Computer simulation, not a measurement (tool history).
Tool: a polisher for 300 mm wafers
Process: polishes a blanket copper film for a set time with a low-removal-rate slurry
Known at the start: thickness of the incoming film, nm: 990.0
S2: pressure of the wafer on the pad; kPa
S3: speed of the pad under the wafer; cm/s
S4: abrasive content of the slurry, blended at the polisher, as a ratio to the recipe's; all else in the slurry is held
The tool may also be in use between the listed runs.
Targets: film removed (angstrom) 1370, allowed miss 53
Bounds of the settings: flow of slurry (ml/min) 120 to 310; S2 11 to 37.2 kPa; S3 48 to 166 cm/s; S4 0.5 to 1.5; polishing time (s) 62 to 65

Run 1, day 0: flow of slurry (ml/min) 200, S2 24.1 kPa, S3 106 cm/s, S4 1, polishing time (s) 62. Result: film removed (angstrom) 1935.7.
Run 2, day 0.225: flow of slurry (ml/min) 170, S2 24.1 kPa, S3 106 cm/s, S4 1, polishing time (s) 62. Result: film removed (angstrom) 1892.6.
Run 3, day 0.367: flow of slurry (ml/min) 170, S2 29 kPa, S3 106 cm/s, S4 1, polishing time (s) 62. Result: film removed (angstrom) 2277.4.
Run 4, day 0.612: flow of slurry (ml/min) 170, S2 33.8 kPa, S3 106 cm/s, S4 1, polishing time (s) 62. Result: film removed (angstrom) 2667.1.
Run 5, day 0.942: flow of slurry (ml/min) 170, S2 36.5 kPa, S3 106 cm/s, S4 1, polishing time (s) 62. Result: film removed (angstrom) 2864.6.
Run 6, day 1.188: flow of slurry (ml/min) 120, S2 36.5 kPa, S3 106 cm/s, S4 1, polishing time (s) 62. Result: film removed (angstrom) 2682.3.
Run 7, day 1.35: flow of slurry (ml/min) 120, S2 33.1 kPa, S3 104 cm/s, S4 1, polishing time (s) 62. Result: film removed (angstrom) 2464.5.
Run 8, day 1.375: flow of slurry (ml/min) 120, S2 30.3 kPa, S3 102 cm/s, S4 1, polishing time (s) 62. Result: film removed (angstrom) 2165.7.
Run 9, day 1.633: flow of slurry (ml/min) 120, S2 28.3 kPa, S3 102 cm/s, S4 1, polishing time (s) 62. Result: film removed (angstrom) 2070.8.
Run 10, day 1.825: flow of slurry (ml/min) 120, S2 26.2 kPa, S3 102 cm/s, S4 1, polishing time (s) 62. Result: film removed (angstrom) 1899.5.
Run 11, day 2.029: flow of slurry (ml/min) 120, S2 24.8 kPa, S3 102 cm/s, S4 1, polishing time (s) 62. Result: film removed (angstrom) 1760.5.
Run 12, day 2.067: flow of slurry (ml/min) 120, S2 23.4 kPa, S3 102 cm/s, S4 1, polishing time (s) 62. Result: film removed (angstrom) 1714.2.
Run 13, day 2.142: flow of slurry (ml/min) 120, S2 22.8 kPa, S3 102 cm/s, S4 1, polishing time (s) 62. Result: film removed (angstrom) 1647.1.
Run 14, day 2.267: flow of slurry (ml/min) 120, S2 22.1 kPa, S3 102 cm/s, S4 1, polishing time (s) 62. Result: film removed (angstrom) 1577.5.
Run 15, day 2.529: flow of slurry (ml/min) 120, S2 21.4 kPa, S3 102 cm/s, S4 1, polishing time (s) 62. Result: film removed (angstrom) 1544.6.
Run 16, day 2.796: flow of slurry (ml/min) 120, S2 20.7 kPa, S3 102 cm/s, S4 1, polishing time (s) 62. Result: film removed (angstrom) 1521.9.
Run 17, day 2.946: flow of slurry (ml/min) 120, S2 17.9 kPa, S3 102 cm/s, S4 1, polishing time (s) 62. Result: film removed (angstrom) 1311.6.

5 next moves are on the table. One of them brings every result within its allowed miss. Which?
Run A, day 3.096: flow of slurry (ml/min) 120, S2 18.6 kPa, S3 90 cm/s, S4 0.95, polishing time (s) 62. Result: film removed (angstrom) ?.
Run B, day 3.096: flow of slurry (ml/min) 125, S2 19.3 kPa, S3 84 cm/s, S4 1, polishing time (s) 62. Result: film removed (angstrom) ?.
Run C, day 3.096: flow of slurry (ml/min) 130, S2 16.5 kPa, S3 102 cm/s, S4 1.15, polishing time (s) 62. Result: film removed (angstrom) ?.
Run D, day 3.096: flow of slurry (ml/min) 120, S2 16.5 kPa, S3 108 cm/s, S4 0.95, polishing time (s) 63. Result: film removed (angstrom) ?.
Run E, day 3.096: flow of slurry (ml/min) 130, S2 21.4 kPa, S3 88 cm/s, S4 0.9, polishing time (s) 62. Result: film removed (angstrom) ?.

move  film removed (angstrom)
   A                   1222.9
   B                   1228.5
   C                   1280.1
   D                   1275.5
   E                   1372.8
A: further off than the last run
B: further off than the last run
C: further off than the last run
D: further off than the last run
E: meets every target
Answer: E
